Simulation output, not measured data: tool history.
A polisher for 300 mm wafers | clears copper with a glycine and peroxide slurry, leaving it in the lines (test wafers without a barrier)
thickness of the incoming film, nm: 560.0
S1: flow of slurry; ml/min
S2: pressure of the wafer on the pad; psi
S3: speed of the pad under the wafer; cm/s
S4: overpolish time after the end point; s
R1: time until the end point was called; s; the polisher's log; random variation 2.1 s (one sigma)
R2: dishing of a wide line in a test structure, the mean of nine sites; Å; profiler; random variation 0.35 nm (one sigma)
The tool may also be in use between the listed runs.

run,hour,S1,S2,S3,S4,R1,R2
1,0,130,2.5,102,20,114.29,650.92
2,1.8,130,2.9,102,20,103.83,722.87
3,4.6,135,2.6,98,17,112.75,579.33
4,10.9,135,2.6,82,17,129.04,515.25
5,18.1,140,2.4,82,15,138.1,437.27
6,24.9,140,1.9,82,15,169.69,387.08
7,32.9,145,1.9,80,13,164.37,320.48
8,41.7,150,1.9,80,13,162.75,327.85
9,50.5,155,1.8,80,13,174.15,320.73
10,57.9,155,1.8,80,12,169.55,293.64

The next listed run, before its measurement:
11,65.7,165,1.9,82,9,?,?

R1: 157.07 s
R2: 249.09 Å
